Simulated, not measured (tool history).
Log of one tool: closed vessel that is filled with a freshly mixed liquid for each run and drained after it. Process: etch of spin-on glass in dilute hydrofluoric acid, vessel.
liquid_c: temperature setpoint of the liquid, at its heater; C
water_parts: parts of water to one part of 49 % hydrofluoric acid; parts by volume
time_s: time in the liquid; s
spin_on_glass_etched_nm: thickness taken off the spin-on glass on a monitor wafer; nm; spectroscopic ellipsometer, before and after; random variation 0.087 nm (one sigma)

run 1 hour=0 | liquid_c=22 water_parts=145 time_s=30 | spin_on_glass_etched_nm=7.4724
run 2 hour=8.1 | liquid_c=23.5 water_parts=140 time_s=30 | spin_on_glass_etched_nm=8.1044
run 3 hour=8.9 | liquid_c=23.5 water_parts=140 time_s=30 | spin_on_glass_etched_nm=8.2279
run 4 hour=11.5 | liquid_c=23.5 water_parts=175 time_s=30 | spin_on_glass_etched_nm=6.2984
run 5 hour=18.2 | liquid_c=25 water_parts=160 time_s=30 | spin_on_glass_etched_nm=7.5134
run 6 hour=26.3 | liquid_c=25 water_parts=160 time_s=30 | spin_on_glass_etched_nm=7.4036

The next listed run, before its measurement:
run 7 hour=31.2 | liquid_c=26 water_parts=150 time_s=30 | spin_on_glass_etched_nm=?

spin_on_glass_etched_nm: 8.1999 nm

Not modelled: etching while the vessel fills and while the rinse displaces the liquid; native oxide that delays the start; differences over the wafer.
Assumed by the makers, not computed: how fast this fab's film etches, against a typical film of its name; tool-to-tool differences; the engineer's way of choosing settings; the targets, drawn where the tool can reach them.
